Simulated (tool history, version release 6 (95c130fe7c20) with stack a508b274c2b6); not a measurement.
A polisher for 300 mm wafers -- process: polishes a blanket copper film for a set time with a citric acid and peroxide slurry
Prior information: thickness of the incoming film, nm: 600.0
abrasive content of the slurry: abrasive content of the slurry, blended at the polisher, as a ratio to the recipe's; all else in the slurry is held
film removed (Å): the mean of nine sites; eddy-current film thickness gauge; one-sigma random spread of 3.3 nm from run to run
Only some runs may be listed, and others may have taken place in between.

run,hour,flow of slurry (ml/min),pressure of the wafer on the pad (psi),speed of the pad under the wafer (m/s),abrasive content of the slurry,polishing time (s),film removed (Å)
1,0,245,3.9,1.02,1,103,3157.5
2,2.5,245,3.7,1.02,1,103,2956.2
3,7.3,245,3.6,1.02,1,103,2912.4
4,11.1,305,3.6,1.02,1,103,2856.1
5,19.4,305,3.5,1.02,1,103,2886.1
6,23.3,305,3.4,1.02,1,103,2752.2
7,31.9,305,3.3,1.02,1,103,2619.7

Run 8 comes next. What will it give?
8,33.4,305,3.2,1.02,1,103,?

film removed (Å): 2583.4

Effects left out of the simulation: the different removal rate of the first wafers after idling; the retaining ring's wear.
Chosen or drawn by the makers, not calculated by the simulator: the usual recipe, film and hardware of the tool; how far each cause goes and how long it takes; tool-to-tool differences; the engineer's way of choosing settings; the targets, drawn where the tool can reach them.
